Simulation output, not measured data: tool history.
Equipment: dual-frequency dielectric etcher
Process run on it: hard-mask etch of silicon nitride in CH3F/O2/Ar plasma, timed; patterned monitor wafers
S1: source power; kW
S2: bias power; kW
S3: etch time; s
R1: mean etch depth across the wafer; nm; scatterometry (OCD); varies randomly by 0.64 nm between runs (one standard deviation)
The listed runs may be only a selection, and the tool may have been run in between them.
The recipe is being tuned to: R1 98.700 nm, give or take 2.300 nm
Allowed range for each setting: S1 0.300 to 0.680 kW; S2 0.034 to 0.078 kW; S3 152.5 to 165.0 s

run	day	S1	S2	S3	R1
1	0.000	0.490	0.056	165.0	114.090
2	0.029	0.460	0.055	164.5	110.590
3	0.308	0.460	0.046	164.5	105.030
4	0.383	0.450	0.046	164.5	104.660
5	0.492	0.440	0.045	164.5	102.980
# day 0.683: bias power generator calibrated
6	0.683	0.440	0.045	165.0	102.270
7	0.762	0.430	0.045	165.0	101.790
8	0.950	0.420	0.045	165.0	102.120
9	1.183	0.410	0.045	165.0	102.390

Exercise: of the 5 proposed moves below, exactly one satisfies all targets within the stated allowed misses. Which move is it?
A	1.417	0.410	0.045	152.5	?
B	1.417	0.540	0.050	155.5	?
C	1.417	0.380	0.050	159.5	?
D	1.417	0.360	0.045	159.5	?
E	1.417	0.430	0.047	165.0	?

move	R1
A	93.322
B	105.340
C	98.151
D	94.352
E	103.330
A: the result that was furthest off in the last run now lies on the other side of its target
B: further off than the last run
C: meets every target
D: the result that was furthest off in the last run now lies on the other side of its target
E: further off than the last run
So the answer is move C, the one that meets all the targets.
